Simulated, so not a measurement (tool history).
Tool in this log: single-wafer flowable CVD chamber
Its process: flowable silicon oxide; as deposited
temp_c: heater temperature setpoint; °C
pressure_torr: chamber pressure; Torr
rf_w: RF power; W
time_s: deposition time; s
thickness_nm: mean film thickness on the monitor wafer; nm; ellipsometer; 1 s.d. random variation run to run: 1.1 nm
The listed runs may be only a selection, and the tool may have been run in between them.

| run | hour | temp_c | pressure_torr | rf_w | time_s | thickness_nm |
|---|---|---|---|---|---|---|
| 1 | 0 | 105 | 0.586 | 2055 | 571 | 220.21 |
| 2 | 1.4 | 101 | 0.586 | 2055 | 571 | 255.43 |
| 3 | 5 | 101 | 0.506 | 2055 | 571 | 223.21 |
| 4 | 6.2 | 101 | 0.506 | 1940 | 571 | 219.36 |
| 5 | 7 | 93 | 0.506 | 1940 | 571 | 298.4 |
| 6 | 9 | 94 | 0.506 | 1940 | 571 | 286.18 |
| 7 | 11.1 | 94 | 0.506 | 1940 | 571 | 287.83 |

Run 8 is up next; what results do you expect?
| 8 | 17.5 | 95 | 0.506 | 1940 | 571 | ? |

{"run 8": {"thickness_nm": 278.08}}
